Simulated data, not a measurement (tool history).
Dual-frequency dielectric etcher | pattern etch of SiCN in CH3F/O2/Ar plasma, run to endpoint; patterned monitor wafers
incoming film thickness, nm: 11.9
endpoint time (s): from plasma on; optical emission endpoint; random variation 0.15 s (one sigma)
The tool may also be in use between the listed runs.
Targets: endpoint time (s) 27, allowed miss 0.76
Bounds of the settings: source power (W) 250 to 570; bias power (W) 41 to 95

Run 1, hour 0: source power (W) 410, bias power (W) 68. Result: endpoint time (s) 32.936.
Run 2, hour 5.5: source power (W) 410, bias power (W) 56. Result: endpoint time (s) 35.309.
Run 3, hour 8.9: source power (W) 450, bias power (W) 62. Result: endpoint time (s) 32.324.
Run 4, hour 15.6: source power (W) 480, bias power (W) 64. Result: endpoint time (s) 31.361.
Run 5, hour 23.9: source power (W) 540, bias power (W) 64. Result: endpoint time (s) 29.266.
Run 6, hour 26: source power (W) 570, bias power (W) 64. Result: endpoint time (s) 28.672.
Run 7, hour 32.5: source power (W) 570, bias power (W) 67. Result: endpoint time (s) 28.219.
Run 8, hour 35.1: source power (W) 570, bias power (W) 69. Result: endpoint time (s) 28.16.

4 next moves are on the table. One of them brings every result within its allowed miss. Which?
Run A, hour 37.7: source power (W) 560, bias power (W) 67. Result: endpoint time (s) ?.
Run B, hour 37.7: source power (W) 570, bias power (W) 65. Result: endpoint time (s) ?.
Run C, hour 37.7: source power (W) 530, bias power (W) 68. Result: endpoint time (s) ?.
Run D, hour 37.7: source power (W) 570, bias power (W) 75. Result: endpoint time (s) ?.

move  endpoint time (s)
   A             28.558
   B             28.602
   C             29.165
   D             27.288
A: further off than the last run
B: further off than the last run
C: further off than the last run
D: meets every target
Answer: D

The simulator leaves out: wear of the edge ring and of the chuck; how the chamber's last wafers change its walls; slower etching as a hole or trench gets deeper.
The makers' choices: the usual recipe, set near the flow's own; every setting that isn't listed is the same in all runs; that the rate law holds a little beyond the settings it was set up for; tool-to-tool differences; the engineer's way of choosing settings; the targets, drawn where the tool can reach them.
